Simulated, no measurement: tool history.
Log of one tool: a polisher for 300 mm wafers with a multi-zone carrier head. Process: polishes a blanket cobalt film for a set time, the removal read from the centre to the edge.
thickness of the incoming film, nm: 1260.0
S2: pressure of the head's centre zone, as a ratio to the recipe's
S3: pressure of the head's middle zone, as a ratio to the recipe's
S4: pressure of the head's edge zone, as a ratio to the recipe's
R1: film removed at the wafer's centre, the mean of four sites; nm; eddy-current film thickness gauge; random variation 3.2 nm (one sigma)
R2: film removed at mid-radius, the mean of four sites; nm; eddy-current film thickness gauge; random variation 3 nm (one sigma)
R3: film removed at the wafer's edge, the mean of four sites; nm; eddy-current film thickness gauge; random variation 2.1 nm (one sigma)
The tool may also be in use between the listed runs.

{"run": 1, "hour": 0.0, "flow of slurry (ml/min)": 220, "S2": 1, "S3": 1, "S4": 1, "polishing time (s)": 36, "R1": 321.95, "R2": 329.02, "R3": 331.45}
{"run": 2, "hour": 6.3, "flow of slurry (ml/min)": 215, "S2": 0.98, "S3": 0.97, "S4": 1.01, "polishing time (s)": 35, "R1": 311.14, "R2": 312.54, "R3": 324.33}
{"run": 3, "hour": 11.6, "flow of slurry (ml/min)": 210, "S2": 0.96, "S3": 0.95, "S4": 1.02, "polishing time (s)": 34, "R1": 296.71, "R2": 296.18, "R3": 314.36}
{"run": 4, "hour": 14.9, "flow of slurry (ml/min)": 205, "S2": 0.94, "S3": 0.93, "S4": 1.03, "polishing time (s)": 33, "R1": 278, "R2": 276.85, "R3": 310.59}
{"run": 5, "hour": 23.5, "flow of slurry (ml/min)": 200, "S2": 0.93, "S3": 0.91, "S4": 1.02, "polishing time (s)": 32, "R1": 267.52, "R2": 270.87, "R3": 297.5}
{"run": 6, "hour": 24.7, "flow of slurry (ml/min)": 200, "S2": 0.93, "S3": 0.91, "S4": 0.96, "polishing time (s)": 32, "R1": 263.09, "R2": 262.98, "R3": 288.7}

The next listed run, before its measurement:
{"run": 7, "hour": 27.4, "flow of slurry (ml/min)": 190, "S2": 0.92, "S3": 0.89, "S4": 0.97, "polishing time (s)": 32, "R1": "?", "R2": "?", "R3": "?"}

Run 7 gave R1 263.04 nm, R2 265.17 nm, R3 282.42 nm.
